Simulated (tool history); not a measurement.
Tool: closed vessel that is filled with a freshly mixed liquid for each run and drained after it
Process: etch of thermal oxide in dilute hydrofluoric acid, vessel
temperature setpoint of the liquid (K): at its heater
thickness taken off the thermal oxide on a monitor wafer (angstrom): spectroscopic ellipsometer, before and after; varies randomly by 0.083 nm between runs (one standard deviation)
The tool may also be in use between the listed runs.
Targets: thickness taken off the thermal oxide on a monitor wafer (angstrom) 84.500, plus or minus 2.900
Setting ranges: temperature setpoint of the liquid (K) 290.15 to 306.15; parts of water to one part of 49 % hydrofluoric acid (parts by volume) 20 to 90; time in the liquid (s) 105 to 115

| run | hour | temperature setpoint of the liquid (K) | parts of water to one part of 49 % hydrofluoric acid (parts by volume) | time in the liquid (s) | thickness taken off the thermal oxide on a monitor wafer (angstrom) |
|---|---|---|---|---|---|
| 1 | 0.0 | 298.15 | 50 | 105 | 121.250 |
| 2 | 7.9 | 296.15 | 50 | 105 | 110.470 |
| 3 | 15.6 | 296.15 | 50 | 115 | 119.440 |
| 4 | 18.3 | 295.15 | 50 | 115 | 115.680 |
|  | 27.2 | hydrofluoric acid flow meter replaced |
| 5 | 27.2 | 298.65 | 50 | 115 | 125.070 |
| 6 | 35.1 | 297.65 | 55 | 115 | 108.280 |
| 7 | 41.9 | 296.65 | 55 | 115 | 104.870 |
| 8 | 45.7 | 295.65 | 55 | 115 | 98.838 |
| 9 | 49.5 | 295.15 | 55 | 115 | 95.987 |
| 10 | 57.7 | 294.65 | 55 | 115 | 95.003 |

Pick the move, out of 5, that brings all results within their allowed miss; only one does.
| A | 65.9 | 294.15 | 50 | 115 | ? |
| B | 65.9 | 295.15 | 50 | 115 | ? |
| C | 65.9 | 293.15 | 60 | 110 | ? |
| D | 65.9 | 294.15 | 60 | 115 | ? |
| E | 65.9 | 292.65 | 45 | 115 | ? |

| move | thickness taken off the thermal oxide on a monitor wafer (angstrom) |
|---|---|
| A | 103.110 |
| B | 107.530 |
| C | 77.850 |
| D | 84.880 |
| E | 108.150 |
A: further off than the last run
B: further off than the last run
C: pushes the last run's worst result past its target
D: meets every target
E: further off than the last run
Move D is the one to make.

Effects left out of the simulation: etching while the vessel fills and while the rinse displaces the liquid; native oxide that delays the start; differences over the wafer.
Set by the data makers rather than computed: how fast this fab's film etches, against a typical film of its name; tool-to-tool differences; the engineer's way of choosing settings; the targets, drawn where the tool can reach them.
